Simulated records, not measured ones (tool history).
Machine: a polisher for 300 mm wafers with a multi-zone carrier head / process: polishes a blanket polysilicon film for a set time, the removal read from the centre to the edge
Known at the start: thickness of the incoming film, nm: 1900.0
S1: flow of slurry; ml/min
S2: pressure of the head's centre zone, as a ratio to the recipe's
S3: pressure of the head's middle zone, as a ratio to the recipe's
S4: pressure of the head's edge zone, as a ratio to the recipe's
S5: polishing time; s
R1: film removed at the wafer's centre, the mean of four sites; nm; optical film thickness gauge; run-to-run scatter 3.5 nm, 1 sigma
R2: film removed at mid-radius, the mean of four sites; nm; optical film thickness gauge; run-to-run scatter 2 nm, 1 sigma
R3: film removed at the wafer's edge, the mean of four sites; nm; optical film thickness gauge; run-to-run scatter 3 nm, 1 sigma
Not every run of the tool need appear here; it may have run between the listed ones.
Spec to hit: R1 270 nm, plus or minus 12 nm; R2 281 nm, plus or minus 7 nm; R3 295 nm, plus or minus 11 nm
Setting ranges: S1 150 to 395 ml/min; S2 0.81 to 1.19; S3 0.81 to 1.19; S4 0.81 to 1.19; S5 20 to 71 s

run,hour,S1,S2,S3,S4,S5,R1,R2,R3
1,0,250,1,1,1,45,214.07,210.4,213.59
2,2.4,250,1,1,0.92,45,216.79,209.61,205.87
3,9.6,250,1,1,0.92,54,262.64,251.01,254.06
4,11.2,250,1,0.95,0.92,54,260.91,242.57,242.85
5,15.5,250,1,1.03,0.92,54,263.25,259.66,249.64
6,20.8,250,1,1.03,0.92,43,212.92,206.82,197.5
7,23.5,250,1.01,1.04,0.96,45,227.14,215.43,208.74
8,30.3,275,0.91,1.07,1.06,58,264.5,293.42,283.38

Of the 4 settings listed for the next run, only one would bring every result within its allowed miss of target. Which one?
A,37.1,235,0.87,1.17,1,60,?,?,?
B,37.1,275,0.9,1.11,0.92,58,?,?,?
C,37.1,295,0.93,1.03,1.12,58,?,?,?
D,37.1,290,0.92,1.06,1.04,60,?,?,?

move,R1,R2,R3
A,259.42,314.29,284.04
B,262.16,296.96,268.76
C,270.24,281.77,296.22
D,276.99,297.73,295.34
A: further off than the last run
B: further off than the last run
C: each result inside its tolerance
D: further off than the last run
Move C is the one to make.

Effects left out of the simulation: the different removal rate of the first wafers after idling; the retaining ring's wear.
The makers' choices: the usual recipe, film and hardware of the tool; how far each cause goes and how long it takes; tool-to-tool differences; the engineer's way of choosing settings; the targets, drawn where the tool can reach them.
